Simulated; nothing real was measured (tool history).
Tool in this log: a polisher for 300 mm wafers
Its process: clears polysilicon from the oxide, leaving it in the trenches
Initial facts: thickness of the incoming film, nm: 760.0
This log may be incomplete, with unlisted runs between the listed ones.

run	hour	flow of slurry (ml/min)	pressure of the wafer on the pad (psi)	speed of the pad under the wafer (cm/s)	overpolish time after the end point (s)	time until the end point was called (s)	dishing of a wide line in a test structure (nm)
1	0	135	2.1	110	13	64.733	71.467
2	2.4	155	2.1	110	13	63.652	69.711
3	4	150	1.8	108	15	75.37	71.18
4	11.5	150	1.8	108	18	75.513	76.007
5	15.3	180	1.8	108	18	70.427	75.165
6	19	180	1.8	108	12	73.631	64.713
7	27	175	1.6	106	14	81.691	65.152
8	32.5	170	1.4	104	16	95.483	68.119

Run 9, settings as shown, results not yet in. Your forecast:
9	34.9	165	1.3	104	16	?	?

time until the end point was called (s): 107.48
dishing of a wide line in a test structure (nm): 61.036
